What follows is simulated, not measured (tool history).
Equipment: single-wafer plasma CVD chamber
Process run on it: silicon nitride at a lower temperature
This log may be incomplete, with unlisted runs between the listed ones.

run	hour	heater temperature setpoint (°C)	chamber pressure (Pa)	RF power (kW)	deposition time (s)	mean film thickness on the monitor wafer (nm)
1	0.0	355	259	0.375	34.3	45.077
2	0.6	355	259	0.375	35.3	46.079
3	4.4	355	236	0.370	35.3	44.904
4	6.3	355	219	0.370	35.3	44.268
5	9.3	355	219	0.415	35.3	47.464
6	16.8	355	203	0.400	35.3	45.726
7	20.8	355	191	0.390	35.3	44.677
8	27.2	355	183	0.385	35.3	43.755
# hour 34.7: RF generator calibrated
9	34.7	355	176	0.380	35.3	45.160

Estimate the outcome of run 10 from the log above:
10	42.2	355	176	0.320	35.0	?

Run 10 measured mean film thickness on the monitor wafer (nm) 40.366.

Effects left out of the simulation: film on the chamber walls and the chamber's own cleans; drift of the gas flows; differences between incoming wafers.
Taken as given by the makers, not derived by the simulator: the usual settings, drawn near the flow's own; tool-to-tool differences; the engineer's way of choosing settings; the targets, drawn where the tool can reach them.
